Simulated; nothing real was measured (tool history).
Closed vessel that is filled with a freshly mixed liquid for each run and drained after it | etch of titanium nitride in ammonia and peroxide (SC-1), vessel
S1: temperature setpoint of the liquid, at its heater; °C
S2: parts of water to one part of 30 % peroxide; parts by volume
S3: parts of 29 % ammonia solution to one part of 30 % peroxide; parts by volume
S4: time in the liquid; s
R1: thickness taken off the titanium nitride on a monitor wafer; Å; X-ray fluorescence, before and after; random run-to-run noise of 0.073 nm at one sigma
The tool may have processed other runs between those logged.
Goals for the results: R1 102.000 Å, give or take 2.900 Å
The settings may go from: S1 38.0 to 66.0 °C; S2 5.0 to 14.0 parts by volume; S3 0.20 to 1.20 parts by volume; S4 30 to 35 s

{"run": 1, "day": 0.0, "S1": 50.0, "S2": 7.5, "S3": 0.7, "S4": 35, "R1": 44.047}
{"run": 2, "day": 0.083, "S1": 54.0, "S2": 7.5, "S3": 0.7, "S4": 35, "R1": 58.53}
{"run": 3, "day": 0.138, "S1": 56.5, "S2": 7.5, "S3": 0.7, "S4": 35, "R1": 69.841}
{"run": 4, "day": 0.342, "S1": 58.5, "S2": 7.5, "S3": 0.7, "S4": 35, "R1": 79.313}
{"run": 5, "day": 0.475, "S1": 60.0, "S2": 7.5, "S3": 0.7, "S4": 35, "R1": 88.252}
{"run": 6, "day": 0.775, "S1": 60.0, "S2": 7.5, "S3": 0.7, "S4": 35, "R1": 88.797}
{"run": 7, "day": 1.025, "S1": 60.5, "S2": 7.5, "S3": 0.7, "S4": 35, "R1": 91.717}
{"run": 8, "day": 1.121, "S1": 61.0, "S2": 7.5, "S3": 0.7, "S4": 35, "R1": 94.758}

Next run, 4 choices. One meets every target within its allowed miss, the rest don't. Which?
{"run": "A", "day": 1.217, "S1": 60.5, "S2": 7.5, "S3": 0.7, "S4": 35, "R1": "?"}
{"run": "B", "day": 1.217, "S1": 62.5, "S2": 7.5, "S3": 0.6, "S4": 35, "R1": "?"}
{"run": "C", "day": 1.217, "S1": 61.0, "S2": 8.5, "S3": 0.75, "S4": 35, "R1": "?"}
{"run": "D", "day": 1.217, "S1": 63.5, "S2": 7.5, "S3": 0.6, "S4": 30, "R1": "?"}

move=A R1=90.966
move=B R1=101.100
move=C R1=89.306
move=D R1=92.424
A: moves away from the targets compared with the last run
B: hits every target within its allowed miss
C: moves away from the targets compared with the last run
D: moves away from the targets compared with the last run
Correct choice: B, which meets every target
